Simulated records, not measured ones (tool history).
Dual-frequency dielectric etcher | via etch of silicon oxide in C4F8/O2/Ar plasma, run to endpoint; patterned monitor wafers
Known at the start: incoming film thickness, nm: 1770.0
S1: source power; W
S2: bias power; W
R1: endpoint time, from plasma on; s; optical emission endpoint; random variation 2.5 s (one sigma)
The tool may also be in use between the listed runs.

run,hour,S1,S2,R1
1,0.0,1930,2038,374.93
2,6.3,1930,2184,364.83
3,9.0,2100,2184,354.44
4,12.8,2170,2219,348.32
# hour 17.9: source power generator calibrated
5,17.9,2170,1956,369.07
6,23.8,2260,2030,360.79

Forecast run 7:
7,29.1,2320,2103,?

{"run 7": {"R1": 350.05}}

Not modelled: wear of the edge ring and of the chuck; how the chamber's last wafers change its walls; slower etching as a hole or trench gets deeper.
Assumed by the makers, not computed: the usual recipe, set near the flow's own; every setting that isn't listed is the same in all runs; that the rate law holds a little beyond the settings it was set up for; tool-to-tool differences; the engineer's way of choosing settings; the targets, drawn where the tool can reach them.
